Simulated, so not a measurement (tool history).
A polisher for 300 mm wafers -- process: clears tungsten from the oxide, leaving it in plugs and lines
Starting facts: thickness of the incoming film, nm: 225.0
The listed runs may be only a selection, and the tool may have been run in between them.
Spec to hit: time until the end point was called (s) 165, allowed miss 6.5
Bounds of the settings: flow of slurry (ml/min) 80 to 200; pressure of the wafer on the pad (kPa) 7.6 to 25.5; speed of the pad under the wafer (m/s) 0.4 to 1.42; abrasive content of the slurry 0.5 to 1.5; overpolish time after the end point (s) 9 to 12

| run | hour | flow of slurry (ml/min) | pressure of the wafer on the pad (kPa) | speed of the pad under the wafer (m/s) | abrasive content of the slurry | overpolish time after the end point (s) | time until the end point was called (s) |
|---|---|---|---|---|---|---|---|
| 1 | 0 | 130 | 16.5 | 0.9 | 1 | 12 | 90.239 |
| 2 | 5.2 | 130 | 18.6 | 0.9 | 1 | 12 | 80.402 |
| 3 | 12.3 | 140 | 18.6 | 0.9 | 1 | 12 | 81.532 |
| 4 | 19.5 | 140 | 16.5 | 0.86 | 1 | 12 | 93.999 |
| 5 | 25.2 | 140 | 14.5 | 0.84 | 1 | 12 | 107.51 |
| 6 | 31.5 | 140 | 14.5 | 0.84 | 1 | 12 | 105.89 |
| 7 | 36.6 | 140 | 13.1 | 0.82 | 1 | 12 | 123.16 |
| 8 | 44.1 | 140 | 12.4 | 0.82 | 1 | 12 | 129.27 |
| 9 | 44.9 | 135 | 11.7 | 0.82 | 1 | 12 | 135.34 |
| 10 | 51.2 | 135 | 11.7 | 0.82 | 1 | 12 | 133.31 |
| 11 | 59.8 | 120 | 8.3 | 0.8 | 1 | 12 | 199.51 |
| 12 | 66.2 | 130 | 8.3 | 0.8 | 1 | 12 | 199.27 |
| 13 | 70.7 | 140 | 8.3 | 0.8 | 1 | 12 | 193.36 |
| 14 | 78.2 | 145 | 9 | 0.8 | 1 | 12 | 181.02 |

Which one of the following 5 next-run settings gets every result inside its allowed miss? There is exactly one.
| A | 85.7 | 155 | 11.7 | 0.6 | 0.7 | 12 | ? |
| B | 85.7 | 145 | 8.3 | 0.78 | 1.1 | 9 | ? |
| C | 85.7 | 95 | 11.7 | 0.74 | 1 | 12 | ? |
| D | 85.7 | 135 | 9.7 | 0.72 | 1 | 12 | ? |
| E | 85.7 | 145 | 8.3 | 0.78 | 1.05 | 12 | ? |

| move | time until the end point was called (s) |
|---|---|
| A | 196.04 |
| B | 195.37 |
| C | 166.8 |
| D | 189.01 |
| E | 197.29 |
A: misses by more than the last run did
B: misses by more than the last run did
C: hits every target within its allowed miss
D: misses by more than the last run did
E: misses by more than the last run did
The right move is C.
